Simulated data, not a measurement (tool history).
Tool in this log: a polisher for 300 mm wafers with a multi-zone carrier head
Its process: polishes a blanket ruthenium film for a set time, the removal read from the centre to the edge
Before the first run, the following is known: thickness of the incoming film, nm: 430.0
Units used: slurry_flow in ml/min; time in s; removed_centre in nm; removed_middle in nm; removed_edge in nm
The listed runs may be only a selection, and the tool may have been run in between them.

run 1 hour=0.0 | slurry_flow=285 centre_zone=1.00 middle_zone=1.00 edge_zone=1.00 time=48 | removed_centre=70.479 removed_middle=70.643 removed_edge=68.890
run 2 hour=1.0 | slurry_flow=285 centre_zone=1.00 middle_zone=1.00 edge_zone=0.93 time=48 | removed_centre=69.592 removed_middle=70.435 removed_edge=66.445
run 3 hour=7.7 | slurry_flow=330 centre_zone=1.00 middle_zone=1.00 edge_zone=0.93 time=48 | removed_centre=70.642 removed_middle=71.204 removed_edge=67.388
run 4 hour=9.3 | slurry_flow=285 centre_zone=1.00 middle_zone=1.00 edge_zone=0.93 time=48 | removed_centre=69.632 removed_middle=70.205 removed_edge=67.260
run 5 hour=10.7 | slurry_flow=240 centre_zone=1.00 middle_zone=1.00 edge_zone=0.93 time=48 | removed_centre=68.097 removed_middle=68.882 removed_edge=64.809
run 6 hour=14.0 | slurry_flow=240 centre_zone=1.00 middle_zone=1.00 edge_zone=0.93 time=54 | removed_centre=77.055 removed_middle=77.747 removed_edge=74.543
run 7 hour=14.9 | slurry_flow=255 centre_zone=1.01 middle_zone=1.00 edge_zone=0.96 time=54 | removed_centre=78.162 removed_middle=78.477 removed_edge=75.556
run 8 hour=23.0 | slurry_flow=270 centre_zone=1.02 middle_zone=1.00 edge_zone=0.99 time=55 | removed_centre=81.215 removed_middle=80.489 removed_edge=77.355
run 9 hour=27.1 | slurry_flow=280 centre_zone=1.02 middle_zone=0.99 edge_zone=1.01 time=56 | removed_centre=82.805 removed_middle=81.196 removed_edge=80.322
run 10 hour=28.3 | slurry_flow=290 centre_zone=1.03 middle_zone=0.99 edge_zone=1.03 time=57 | removed_centre=85.344 removed_middle=83.677 removed_edge=82.360
run 11 hour=36.5 | slurry_flow=290 centre_zone=1.03 middle_zone=0.99 edge_zone=1.03 time=57 | removed_centre=85.383 removed_middle=81.617 removed_edge=83.565
run 12 hour=41.0 | slurry_flow=295 centre_zone=1.04 middle_zone=1.00 edge_zone=1.05 time=57 | removed_centre=86.516 removed_middle=84.045 removed_edge=84.743
run 13 hour=45.8 | slurry_flow=370 centre_zone=1.10 middle_zone=0.98 edge_zone=1.15 time=58 | removed_centre=95.942 removed_middle=84.989 removed_edge=90.692
run 14 hour=48.9 | slurry_flow=370 centre_zone=1.10 middle_zone=0.99 edge_zone=1.15 time=58 | removed_centre=95.141 removed_middle=84.765 removed_edge=91.131
run 15 hour=52.8 | slurry_flow=370 centre_zone=1.10 middle_zone=1.00 edge_zone=1.15 time=58 | removed_centre=94.884 removed_middle=86.184 removed_edge=92.131

Forecast run 16:
run 16 hour=54.0 | slurry_flow=370 centre_zone=1.10 middle_zone=1.00 edge_zone=1.15 time=58 | removed_centre=? removed_middle=? removed_edge=?

removed_centre: 95.714 nm
removed_middle: 86.569 nm
removed_edge: 91.412 nm
